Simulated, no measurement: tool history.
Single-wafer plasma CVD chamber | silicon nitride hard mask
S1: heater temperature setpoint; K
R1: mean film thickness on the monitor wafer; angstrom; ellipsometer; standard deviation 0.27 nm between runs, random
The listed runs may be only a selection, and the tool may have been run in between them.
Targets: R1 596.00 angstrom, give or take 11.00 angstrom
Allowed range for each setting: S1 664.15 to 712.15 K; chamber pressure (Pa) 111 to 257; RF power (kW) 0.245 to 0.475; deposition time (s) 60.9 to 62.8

{"run": 1, "hour": 0.0, "S1": 688.15, "chamber pressure (Pa)": 184, "RF power (kW)": 0.36, "deposition time (s)": 60.9, "R1": 709.0}
{"run": 2, "hour": 3.0, "S1": 688.15, "chamber pressure (Pa)": 184, "RF power (kW)": 0.32, "deposition time (s)": 60.9, "R1": 667.66}
{"run": 3, "hour": 10.5, "S1": 688.15, "chamber pressure (Pa)": 172, "RF power (kW)": 0.32, "deposition time (s)": 60.9, "R1": 655.85}
{"run": 4, "hour": 17.8, "S1": 688.15, "chamber pressure (Pa)": 184, "RF power (kW)": 0.32, "deposition time (s)": 60.9, "R1": 668.3}
{"run": 5, "hour": 22.4, "S1": 679.15, "chamber pressure (Pa)": 184, "RF power (kW)": 0.32, "deposition time (s)": 60.9, "R1": 670.62}
{"run": 6, "hour": 24.4, "S1": 679.15, "chamber pressure (Pa)": 207, "RF power (kW)": 0.32, "deposition time (s)": 60.9, "R1": 691.06}
{"run": 7, "hour": 25.4, "S1": 679.15, "chamber pressure (Pa)": 189, "RF power (kW)": 0.31, "deposition time (s)": 60.9, "R1": 672.18}
{"run": 8, "hour": 34.2, "S1": 680.15, "chamber pressure (Pa)": 173, "RF power (kW)": 0.305, "deposition time (s)": 60.9, "R1": 647.43}
{"run": 9, "hour": 42.2, "S1": 680.15, "chamber pressure (Pa)": 163, "RF power (kW)": 0.3, "deposition time (s)": 60.9, "R1": 625.47}
{"run": 10, "hour": 49.2, "S1": 680.15, "chamber pressure (Pa)": 157, "RF power (kW)": 0.3, "deposition time (s)": 60.9, "R1": 624.98}
{"run": 11, "hour": 57.7, "S1": 680.15, "chamber pressure (Pa)": 152, "RF power (kW)": 0.3, "deposition time (s)": 60.9, "R1": 617.51}
{"run": 12, "hour": 59.7, "S1": 680.15, "chamber pressure (Pa)": 148, "RF power (kW)": 0.3, "deposition time (s)": 60.9, "R1": 615.61}

Which single option among these 5 for the next run brings every result within its allowed miss of target? Just one does.
{"run": "A", "hour": 61.7, "S1": 688.15, "chamber pressure (Pa)": 164, "RF power (kW)": 0.285, "deposition time (s)": 61.6, "R1": "?"}
{"run": "B", "hour": 61.7, "S1": 678.15, "chamber pressure (Pa)": 152, "RF power (kW)": 0.3, "deposition time (s)": 62.4, "R1": "?"}
{"run": "C", "hour": 61.7, "S1": 678.15, "chamber pressure (Pa)": 169, "RF power (kW)": 0.31, "deposition time (s)": 60.9, "R1": "?"}
{"run": "D", "hour": 61.7, "S1": 664.15, "chamber pressure (Pa)": 161, "RF power (kW)": 0.285, "deposition time (s)": 61.1, "R1": "?"}
{"run": "E", "hour": 61.7, "S1": 689.15, "chamber pressure (Pa)": 141, "RF power (kW)": 0.3, "deposition time (s)": 60.9, "R1": "?"}

move=A R1=622.39
move=B R1=634.70
move=C R1=649.34
move=D R1=620.07
move=E R1=603.16
A: its largest miss is bigger than the last run's
B: its largest miss is bigger than the last run's
C: its largest miss is bigger than the last run's
D: its largest miss is bigger than the last run's
E: in spec on every target
Move E is the one to make.

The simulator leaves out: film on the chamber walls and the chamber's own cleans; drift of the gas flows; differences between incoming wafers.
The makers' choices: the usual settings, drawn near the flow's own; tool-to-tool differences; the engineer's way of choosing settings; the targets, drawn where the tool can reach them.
